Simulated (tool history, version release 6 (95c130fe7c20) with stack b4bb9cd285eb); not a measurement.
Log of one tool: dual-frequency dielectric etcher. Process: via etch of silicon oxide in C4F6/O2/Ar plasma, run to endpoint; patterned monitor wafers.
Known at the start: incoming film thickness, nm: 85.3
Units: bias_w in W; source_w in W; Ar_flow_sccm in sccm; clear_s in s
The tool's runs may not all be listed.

run 1 hour=0 | bias_w=578 source_w=430 Ar_flow_sccm=310 | clear_s=18.222
run 2 hour=4 | bias_w=551 source_w=420 Ar_flow_sccm=313 | clear_s=18.164
run 3 hour=8.4 | bias_w=551 source_w=470 Ar_flow_sccm=313 | clear_s=17.893
run 4 hour=9 | bias_w=590 source_w=470 Ar_flow_sccm=313 | clear_s=17.438
run 5 hour=10.8 | bias_w=590 source_w=510 Ar_flow_sccm=313 | clear_s=17.109
run 6 hour=13.8 | bias_w=590 source_w=560 Ar_flow_sccm=313 | clear_s=16.662
run 7 hour=20.6 | bias_w=553 source_w=530 Ar_flow_sccm=323 | clear_s=17.466
run 8 hour=28.1 | bias_w=521 source_w=510 Ar_flow_sccm=333 | clear_s=18.057
run 9 hour=34.3 | bias_w=494 source_w=490 Ar_flow_sccm=341 | clear_s=18.55
run 10 hour=35.4 | bias_w=471 source_w=470 Ar_flow_sccm=349 | clear_s=19.129
run 11 hour=41.2 | bias_w=452 source_w=460 Ar_flow_sccm=355 | clear_s=19.73
run 12 hour=47.3 | bias_w=437 source_w=450 Ar_flow_sccm=359 | clear_s=20.028

Forecast run 13:
run 13 hour=55.3 | bias_w=424 source_w=440 Ar_flow_sccm=363 | clear_s=?

clear_s: 20.102 s
